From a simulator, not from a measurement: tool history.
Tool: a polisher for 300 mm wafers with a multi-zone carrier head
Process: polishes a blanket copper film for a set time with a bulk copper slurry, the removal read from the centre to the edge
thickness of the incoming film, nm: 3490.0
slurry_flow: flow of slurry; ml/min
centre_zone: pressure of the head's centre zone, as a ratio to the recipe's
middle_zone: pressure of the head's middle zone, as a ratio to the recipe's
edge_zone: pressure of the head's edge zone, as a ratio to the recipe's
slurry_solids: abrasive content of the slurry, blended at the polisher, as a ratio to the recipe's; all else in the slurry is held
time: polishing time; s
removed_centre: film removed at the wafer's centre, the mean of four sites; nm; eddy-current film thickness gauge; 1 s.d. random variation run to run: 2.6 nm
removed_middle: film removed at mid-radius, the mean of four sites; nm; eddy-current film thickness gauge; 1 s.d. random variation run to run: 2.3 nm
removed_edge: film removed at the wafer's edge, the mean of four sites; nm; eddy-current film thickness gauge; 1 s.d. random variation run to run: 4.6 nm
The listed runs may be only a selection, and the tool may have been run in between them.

run,day,slurry_flow,centre_zone,middle_zone,edge_zone,slurry_solids,time,removed_centre,removed_middle,removed_edge
1,0.000,275,1.00,1.00,1.00,1.0,66,430.30,440.83,428.42
2,0.338,275,1.07,1.00,1.00,1.0,66,453.84,443.55,431.56
3,0.646,275,1.07,1.00,1.00,1.0,59,410.61,396.07,382.32
4,0.754,275,1.07,1.00,1.00,0.9,59,397.15,390.85,380.15
5,1.046,270,1.08,0.97,1.05,0.9,59,399.39,379.16,385.93
6,1.262,270,1.08,0.97,1.05,1.1,59,421.33,389.79,406.82
7,1.288,260,1.08,0.95,1.07,1.1,59,418.40,385.25,399.54
8,1.579,270,1.08,0.92,1.10,1.1,59,419.24,377.96,402.54

Forecast run 9:
9,1.792,250,1.07,0.90,1.12,1.2,59,?,?,?

{"run 9": {"removed_centre": 419.34, "removed_middle": 371.71, "removed_edge": 418.17}}

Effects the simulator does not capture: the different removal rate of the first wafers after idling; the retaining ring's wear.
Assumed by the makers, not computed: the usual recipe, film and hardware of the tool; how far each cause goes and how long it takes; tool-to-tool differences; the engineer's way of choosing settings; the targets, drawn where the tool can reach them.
